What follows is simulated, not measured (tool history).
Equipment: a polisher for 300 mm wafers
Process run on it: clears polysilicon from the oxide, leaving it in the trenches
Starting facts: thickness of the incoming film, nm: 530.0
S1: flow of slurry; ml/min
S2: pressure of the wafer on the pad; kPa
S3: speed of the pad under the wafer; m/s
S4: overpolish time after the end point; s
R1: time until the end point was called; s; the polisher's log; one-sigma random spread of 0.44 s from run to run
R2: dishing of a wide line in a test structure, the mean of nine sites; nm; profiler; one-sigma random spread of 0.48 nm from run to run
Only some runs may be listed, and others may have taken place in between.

| run | day | S1 | S2 | S3 | S4 | R1 | R2 |
|---|---|---|---|---|---|---|---|
| 1 | 0 | 220 | 15.9 | 0.84 | 9 | 48.875 | 34.773 |
| 2 | 0.275 | 220 | 15.9 | 0.64 | 9 | 64.716 | 31.865 |
| 3 | 0.521 | 220 | 15.9 | 0.74 | 9 | 56.95 | 33.882 |
| 4 | 0.75 | 220 | 15.9 | 0.54 | 9 | 76.818 | 30.458 |
| 5 | 0.908 | 270 | 15.9 | 0.54 | 9 | 75.355 | 30.899 |
| 6 | 1.088 | 270 | 15.9 | 0.38 | 9 | 103.06 | 25.971 |
| 7 | 1.338 | 285 | 20 | 0.62 | 5 | 52.173 | 27.426 |
| 8 | 1.429 | 285 | 20.7 | 0.66 | 6 | 47.859 | 30.73 |
| 9 | 1.788 | 285 | 21.4 | 0.68 | 6 | 45.229 | 32.765 |

Run 10 comes next. What will it give?
| 10 | 2.088 | 285 | 22.1 | 0.7 | 6 | ? | ? |

{"run 10": {"R1": 43.26, "R2": 32.047}}
